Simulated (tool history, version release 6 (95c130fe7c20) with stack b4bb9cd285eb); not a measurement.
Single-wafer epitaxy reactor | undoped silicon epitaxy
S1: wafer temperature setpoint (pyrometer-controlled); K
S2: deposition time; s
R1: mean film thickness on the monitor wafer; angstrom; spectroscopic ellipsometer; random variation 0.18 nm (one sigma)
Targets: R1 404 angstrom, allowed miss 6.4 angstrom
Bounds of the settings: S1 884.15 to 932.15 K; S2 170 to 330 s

run,day,S1,S2,R1
1,0,908.15,250,327.58
2,0.025,910.15,250,339.35
3,0.329,901.15,250,274.03
4,0.392,904.15,250,294.37
5,0.575,904.15,225,265.94
6,0.746,908.15,225,292.86
7,1.104,911.15,225,317.11
8,1.229,913.15,225,331.03
9,1.6,915.15,225,343.14
10,1.767,917.15,225,360.66
11,2.092,923.15,225,415.46

4 next moves are on the table. One of them brings every result within its allowed miss. Which?
A,2.417,916.15,245,?
B,2.417,927.15,211,?
C,2.417,925.15,202,?
D,2.417,932.15,177,?

move,R1
A,384.88
B,427.3
C,390.8
D,401.47
A: takes the result that was furthest off past its target
B: further off than the last run
C: takes the result that was furthest off past its target
D: meets every target
Answer: D
